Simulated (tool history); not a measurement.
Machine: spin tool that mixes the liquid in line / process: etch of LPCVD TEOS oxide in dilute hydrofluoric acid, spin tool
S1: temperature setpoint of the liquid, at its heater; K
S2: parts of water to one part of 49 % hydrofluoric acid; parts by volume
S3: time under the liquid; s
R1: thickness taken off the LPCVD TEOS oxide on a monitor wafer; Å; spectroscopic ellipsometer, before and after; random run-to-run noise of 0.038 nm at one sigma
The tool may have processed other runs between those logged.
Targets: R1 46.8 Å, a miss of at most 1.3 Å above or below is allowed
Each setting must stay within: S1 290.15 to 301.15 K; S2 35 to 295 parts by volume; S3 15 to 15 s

run  hour      S1   S2  S3      R1
  1     0  293.15  165  15  10.603
  2   2.7  293.15  165  15  10.595
  3   8.4  290.15  165  15  9.5691
  4  17.2  290.15  165  15  9.5297
  5  19.8  290.15  165  15  9.5612
  6  22.6  290.15  140  15   11.48
     24.7  -- hydrofluoric acid flow meter replaced
  7  24.7  293.65  105  15  21.259
  8  29.2  296.15   90  15   27.44
  9  30.2  297.65   80  15  33.588

Below are 4 possible settings for the next run. Only one of them brings all results inside the allowed miss of their targets. Which is it?
  A  31.2  298.15   65  15   ?
  B  31.2  301.15   70  15   ?
  C  31.2  300.15   65  15   ?
  D  31.2  299.65  115  15   ?

move      R1
   A  42.916
   B  44.591
   C  46.491
   D   24.11
A: closes in on the targets versus the last run, not all within tolerance yet
B: closes in on the targets versus the last run, not all within tolerance yet
C: all results in spec
D: misses by more than the last run did
The right move is C.
